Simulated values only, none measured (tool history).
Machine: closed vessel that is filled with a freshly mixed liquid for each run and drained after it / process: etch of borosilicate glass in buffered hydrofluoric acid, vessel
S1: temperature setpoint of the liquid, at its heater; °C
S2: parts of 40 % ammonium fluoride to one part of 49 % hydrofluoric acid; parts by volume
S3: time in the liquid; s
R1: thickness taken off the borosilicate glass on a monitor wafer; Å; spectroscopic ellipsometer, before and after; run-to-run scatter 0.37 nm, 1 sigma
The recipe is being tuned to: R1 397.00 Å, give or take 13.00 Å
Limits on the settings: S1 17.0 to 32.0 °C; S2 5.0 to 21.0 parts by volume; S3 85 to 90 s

{"run": 1, "hour": 0.0, "S1": 25.0, "S2": 13.0, "S3": 85, "R1": 740.46}
{"run": 2, "hour": 5.4, "S1": 25.0, "S2": 15.0, "S3": 85, "R1": 630.55}
{"run": 3, "hour": 6.8, "S1": 28.0, "S2": 15.0, "S3": 85, "R1": 748.42}
{"run": 4, "hour": 13.7, "S1": 28.0, "S2": 15.0, "S3": 85, "R1": 741.55}
{"run": 5, "hour": 19.6, "S1": 24.5, "S2": 15.5, "S3": 85, "R1": 604.64}
{"run": 6, "hour": 24.2, "S1": 24.5, "S2": 15.5, "S3": 90, "R1": 643.58}
{"run": 7, "hour": 25.0, "S1": 22.0, "S2": 16.0, "S3": 90, "R1": 540.77}
{"run": 8, "hour": 30.4, "S1": 20.5, "S2": 16.0, "S3": 90, "R1": 490.81}
{"run": 9, "hour": 39.1, "S1": 19.5, "S2": 16.0, "S3": 90, "R1": 471.1}
{"run": 10, "hour": 46.6, "S1": 18.5, "S2": 16.0, "S3": 90, "R1": 443.81}
{"run": 11, "hour": 50.4, "S1": 18.0, "S2": 16.0, "S3": 90, "R1": 438.46}
{"run": 12, "hour": 52.1, "S1": 17.5, "S2": 16.0, "S3": 90, "R1": 423.46}

4 next moves are on the table. One of them brings every result within its allowed miss. Which?
{"run": "A", "hour": 53.8, "S1": 17.5, "S2": 15.5, "S3": 90, "R1": "?"}
{"run": "B", "hour": 53.8, "S1": 19.0, "S2": 16.5, "S3": 90, "R1": "?"}
{"run": "C", "hour": 53.8, "S1": 18.5, "S2": 16.5, "S3": 90, "R1": "?"}
{"run": "D", "hour": 53.8, "S1": 17.0, "S2": 16.5, "S3": 90, "R1": "?"}

move=A R1=432.81
move=B R1=442.10
move=C R1=430.02
move=D R1=395.53
A: moves away from the targets compared with the last run
B: moves away from the targets compared with the last run
C: moves away from the targets compared with the last run
D: all results in spec
So the answer is move D, the one that meets all the targets.

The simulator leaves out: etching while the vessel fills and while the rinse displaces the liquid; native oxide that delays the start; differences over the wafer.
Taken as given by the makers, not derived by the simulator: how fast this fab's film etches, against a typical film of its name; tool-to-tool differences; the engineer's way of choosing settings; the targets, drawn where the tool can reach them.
